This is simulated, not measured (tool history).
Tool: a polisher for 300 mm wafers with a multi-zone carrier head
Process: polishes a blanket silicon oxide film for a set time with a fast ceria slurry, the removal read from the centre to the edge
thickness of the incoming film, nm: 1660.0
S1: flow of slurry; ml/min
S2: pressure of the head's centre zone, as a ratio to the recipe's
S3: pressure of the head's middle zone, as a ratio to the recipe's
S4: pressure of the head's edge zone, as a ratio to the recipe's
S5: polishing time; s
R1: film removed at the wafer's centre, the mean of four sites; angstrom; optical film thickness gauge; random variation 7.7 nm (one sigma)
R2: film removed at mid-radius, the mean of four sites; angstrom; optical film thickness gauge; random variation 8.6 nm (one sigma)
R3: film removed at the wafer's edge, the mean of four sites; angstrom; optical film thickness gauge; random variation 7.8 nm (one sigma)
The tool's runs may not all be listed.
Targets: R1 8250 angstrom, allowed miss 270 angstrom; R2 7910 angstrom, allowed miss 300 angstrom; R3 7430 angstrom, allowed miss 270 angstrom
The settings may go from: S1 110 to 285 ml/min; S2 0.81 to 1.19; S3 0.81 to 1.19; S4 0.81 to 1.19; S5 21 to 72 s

| run | hour | S1 | S2 | S3 | S4 | S5 | R1 | R2 | R3 |
|---|---|---|---|---|---|---|---|---|---|
| 1 | 0 | 180 | 1 | 1 | 1 | 46 | 6367.1 | 6293.7 | 6390.5 |
| 2 | 6.9 | 195 | 1.03 | 1.03 | 1.03 | 47 | 6767.3 | 6583.1 | 6629.7 |
| 3 | 10.1 | 205 | 1.05 | 1.06 | 1.04 | 48 | 6997.6 | 6793.2 | 6865 |
| 4 | 17.6 | 205 | 1.09 | 1.06 | 1.04 | 48 | 7265.2 | 6836.2 | 6842.3 |
| 5 | 21.2 | 205 | 1.09 | 0.99 | 1.04 | 48 | 7324 | 6560.9 | 6711.4 |
| 6 | 21.9 | 245 | 1.09 | 0.99 | 1.04 | 48 | 7356.2 | 6652.6 | 6925.3 |
| 7 | 22.7 | 245 | 1.1 | 1.03 | 1.03 | 49 | 7630.4 | 7066.3 | 7080.8 |
| 8 | 28.5 | 250 | 1.11 | 1.06 | 1.03 | 50 | 7769 | 7363.4 | 7279 |
| 9 | 33.8 | 250 | 1.12 | 1.08 | 1.02 | 50 | 7892.3 | 7419.5 | 7219.1 |
| 10 | 41.3 | 250 | 1.13 | 1.1 | 1.02 | 50 | 8041.5 | 7506.9 | 7084.9 |

5 next moves are on the table. One of them brings every result within its allowed miss. Which?
| A | 48.8 | 240 | 1.05 | 1.03 | 0.91 | 55 | ? | ? | ? |
| B | 48.8 | 255 | 1.14 | 1.19 | 0.9 | 47 | ? | ? | ? |
| C | 48.8 | 250 | 1.05 | 1.07 | 1.09 | 50 | ? | ? | ? |
| D | 48.8 | 230 | 1.11 | 1.1 | 0.99 | 49 | ? | ? | ? |
| E | 48.8 | 265 | 1.07 | 1.19 | 1.02 | 51 | ? | ? | ? |

| move | R1 | R2 | R3 |
|---|---|---|---|
| A | 8172.8 | 7898.6 | 7628.5 |
| B | 7527.3 | 7567.8 | 6510.3 |
| C | 7473.1 | 7419.2 | 7590.8 |
| D | 7568.3 | 7343.1 | 7036.5 |
| E | 7801.8 | 8249.2 | 7520.5 |
A: meets every target
B: further off than the last run
C: further off than the last run
D: further off than the last run
E: takes the result that was furthest off past its target
Move A is the one to make.

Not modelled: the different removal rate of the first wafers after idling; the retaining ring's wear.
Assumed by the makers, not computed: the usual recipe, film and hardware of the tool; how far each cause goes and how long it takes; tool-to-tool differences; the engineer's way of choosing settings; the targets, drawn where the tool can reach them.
